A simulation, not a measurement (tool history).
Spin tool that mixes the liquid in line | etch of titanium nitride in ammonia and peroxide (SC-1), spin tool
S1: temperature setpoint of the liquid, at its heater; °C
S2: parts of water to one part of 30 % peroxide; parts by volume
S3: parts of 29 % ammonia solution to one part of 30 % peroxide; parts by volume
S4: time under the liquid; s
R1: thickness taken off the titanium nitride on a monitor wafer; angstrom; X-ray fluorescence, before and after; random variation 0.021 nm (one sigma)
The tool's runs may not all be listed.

{"run": 1, "hour": 0.0, "S1": 48, "S2": 14.5, "S3": 0.6, "S4": 260, "R1": 106}
{"run": 2, "hour": 2.4, "S1": 46, "S2": 14.5, "S3": 0.6, "S4": 260, "R1": 92.993}
{"run": 3, "hour": 6.5, "S1": 44.5, "S2": 14.5, "S3": 0.6, "S4": 260, "R1": 83.137}
{"run": 4, "hour": 12.8, "S1": 43.5, "S2": 14.5, "S3": 0.6, "S4": 260, "R1": 77.008}
{"run": 5, "hour": 19.9, "S1": 43.5, "S2": 14.5, "S3": 0.6, "S4": 275, "R1": 82.162}
{"run": 6, "hour": 27.5, "S1": 43.5, "S2": 12, "S3": 0.6, "S4": 275, "R1": 90.317}

Run 7 comes next. What will it give?
{"run": 7, "hour": 31.8, "S1": 42, "S2": 12, "S3": 0.6, "S4": 275, "R1": "?"}

Run 7 gave R1 81.689 angstrom.

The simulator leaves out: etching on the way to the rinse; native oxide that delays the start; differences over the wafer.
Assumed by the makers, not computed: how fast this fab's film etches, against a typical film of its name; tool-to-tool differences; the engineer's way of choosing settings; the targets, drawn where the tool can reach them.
